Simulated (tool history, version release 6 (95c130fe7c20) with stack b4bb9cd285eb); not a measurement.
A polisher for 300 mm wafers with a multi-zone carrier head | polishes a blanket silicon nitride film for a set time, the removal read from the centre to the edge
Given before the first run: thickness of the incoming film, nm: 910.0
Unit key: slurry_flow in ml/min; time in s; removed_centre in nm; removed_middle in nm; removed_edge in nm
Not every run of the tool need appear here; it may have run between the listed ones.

run 1 hour=0 | slurry_flow=235 centre_zone=1 middle_zone=1 edge_zone=1 time=81 | removed_centre=133.58 removed_middle=131.72 removed_edge=132.11
run 2 hour=6.4 | slurry_flow=235 centre_zone=1 middle_zone=1 edge_zone=1.06 time=81 | removed_centre=132.89 removed_middle=130.98 removed_edge=133.65
run 3 hour=15 | slurry_flow=230 centre_zone=0.98 middle_zone=1.01 edge_zone=1.03 time=78 | removed_centre=125.8 removed_middle=126.86 removed_edge=128.7
run 4 hour=23.9 | slurry_flow=225 centre_zone=0.96 middle_zone=1.02 edge_zone=0.99 time=76 | removed_centre=122.52 removed_middle=123.83 removed_edge=122.73
run 5 hour=25.6 | slurry_flow=185 centre_zone=0.96 middle_zone=1.02 edge_zone=0.99 time=76 | removed_centre=119.4 removed_middle=118.6 removed_edge=120.13
run 6 hour=33.9 | slurry_flow=185 centre_zone=1.03 middle_zone=1.02 edge_zone=0.99 time=76 | removed_centre=125.97 removed_middle=119.43 removed_edge=119.89

Predict the results of run 7:
run 7 hour=37.5 | slurry_flow=185 centre_zone=0.99 middle_zone=1.04 edge_zone=0.98 time=75 | removed_centre=? removed_middle=? removed_edge=?

Run 7 came out at removed_centre 119.25 nm, removed_middle 120.07 nm, removed_edge 117.36 nm.
